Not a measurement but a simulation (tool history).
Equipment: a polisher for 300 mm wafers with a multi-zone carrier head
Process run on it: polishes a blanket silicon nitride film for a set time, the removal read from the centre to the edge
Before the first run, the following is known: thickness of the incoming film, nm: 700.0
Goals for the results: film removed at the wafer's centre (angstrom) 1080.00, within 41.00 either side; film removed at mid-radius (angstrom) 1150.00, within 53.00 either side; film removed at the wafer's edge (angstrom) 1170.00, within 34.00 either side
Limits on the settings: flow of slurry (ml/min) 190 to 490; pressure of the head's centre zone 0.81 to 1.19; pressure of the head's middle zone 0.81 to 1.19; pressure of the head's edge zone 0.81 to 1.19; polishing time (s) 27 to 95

run  hour  flow of slurry (ml/min)  pressure of the head's centre zone  pressure of the head's middle zone  pressure of the head's edge zone  polishing time (s)  film removed at the wafer's centre (angstrom)  film removed at mid-radius (angstrom)  film removed at the wafer's edge (angstrom)
  1   0.0                      315                                1.00                                1.00                              1.00                  61                                         990.48                                 984.25                                       974.53
  2   1.6                      315                                1.00                                1.01                              1.02                  62                                         997.49                                1033.70                                       994.85
  3   8.7                      280                                1.00                                1.01                              1.02                  62                                         980.01                                 995.27                                       982.71
  4  11.4                      295                                1.00                                1.01                              1.04                  63                                        1018.30                                1056.80                                      1017.70
  5  12.6                      300                                0.99                                1.00                              1.06                  63                                        1008.20                                1053.80                                      1023.50
  6  20.5                      300                                0.99                                1.00                              1.06                  57                                         928.89                                 930.48                                       931.24
  7  23.4                      305                                0.98                                0.99                              1.08                  58                                         925.18                                 944.46                                       949.47
  8  27.1                      305                                0.98                                0.99                              1.09                  60                                         946.70                                 971.54                                       985.28
  9  29.9                      310                                0.98                                0.99                              1.10                  61                                         959.54                                1015.70                                      1009.90
 10  31.3                      315                                0.98                                0.98                              1.11                  62                                         984.81                                1005.00                                      1037.60
 11  36.6                      315                                0.98                                0.98                              1.11                  62                                         981.06                                1013.10                                      1037.60
 12  37.6                      320                                0.98                                0.98                              1.12                  63                                        1001.20                                1015.40                                      1060.90
 13  44.2                      325                                0.98                                0.99                              1.13                  63                                         989.49                                1059.10                                      1060.80

Which single option among these 5 for the next run brings every result within its allowed miss of target? Just one does.
  A  50.8                      240                                0.97                                0.90                              1.07                  77                                              ?                                      ?                                            ?
  B  50.8                      355                                0.98                                1.01                              1.16                  68                                              ?                                      ?                                            ?
  C  50.8                      255                                0.93                                0.82                              1.14                  74                                              ?                                      ?                                            ?
  D  50.8                      305                                1.14                                0.95                              1.08                  56                                              ?                                      ?                                            ?
  E  50.8                      325                                1.19                                1.02                              1.09                  56                                              ?                                      ?                                            ?

move  film removed at the wafer's centre (angstrom)  film removed at mid-radius (angstrom)  film removed at the wafer's edge (angstrom)
   A                                        1163.20                                1155.80                                      1232.40
   B                                        1090.60                                1174.50                                      1170.80
   C                                        1080.60                                1037.40                                      1231.90
   D                                        1028.60                                 904.60                                       920.03
   E                                        1082.30                                 966.36                                       928.01
A: takes the biggest miss from the last run beyond its target
B: all results in spec
C: takes the biggest miss from the last run beyond its target
D: its largest miss is bigger than the last run's
E: its largest miss is bigger than the last run's
Go with B: it meets all targets.
